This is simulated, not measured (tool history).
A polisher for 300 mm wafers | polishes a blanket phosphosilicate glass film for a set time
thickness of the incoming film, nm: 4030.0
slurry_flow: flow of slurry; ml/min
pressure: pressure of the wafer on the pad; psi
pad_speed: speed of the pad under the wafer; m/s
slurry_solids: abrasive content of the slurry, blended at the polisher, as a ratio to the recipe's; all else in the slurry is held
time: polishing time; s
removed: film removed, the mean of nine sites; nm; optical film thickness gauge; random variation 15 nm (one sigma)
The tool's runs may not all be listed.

Run 1, day 0.000: slurry_flow 205 ml/min, pressure 3.4 psi, pad_speed 1.20 m/s, slurry_solids 1.0, time 49 s. Result: removed 634.86 nm.
Run 2, day 0.292: slurry_flow 205 ml/min, pressure 3.4 psi, pad_speed 1.20 m/s, slurry_solids 1.1, time 49 s. Result: removed 643.77 nm.
Run 3, day 0.558: slurry_flow 205 ml/min, pressure 3.8 psi, pad_speed 1.22 m/s, slurry_solids 1.1, time 49 s. Result: removed 719.67 nm.
Run 4, day 0.738: slurry_flow 205 ml/min, pressure 4.1 psi, pad_speed 1.24 m/s, slurry_solids 1.1, time 49 s. Result: removed 792.30 nm.
Run 5, day 1.017: slurry_flow 205 ml/min, pressure 4.3 psi, pad_speed 1.26 m/s, slurry_solids 1.1, time 49 s. Result: removed 799.60 nm.
Run 6, day 1.196: slurry_flow 205 ml/min, pressure 5.0 psi, pad_speed 1.26 m/s, slurry_solids 1.1, time 49 s. Result: removed 918.37 nm.
Run 7, day 1.283: slurry_flow 205 ml/min, pressure 5.1 psi, pad_speed 1.30 m/s, slurry_solids 1.1, time 49 s. Result: removed 1001.00 nm.

Run 8 comes next. What will it give?
Run 8, day 1.492: slurry_flow 205 ml/min, pressure 5.1 psi, pad_speed 1.30 m/s, slurry_solids 1.1, time 49 s. Result: removed ?.

Run 8 gave removed 1008.50 nm.

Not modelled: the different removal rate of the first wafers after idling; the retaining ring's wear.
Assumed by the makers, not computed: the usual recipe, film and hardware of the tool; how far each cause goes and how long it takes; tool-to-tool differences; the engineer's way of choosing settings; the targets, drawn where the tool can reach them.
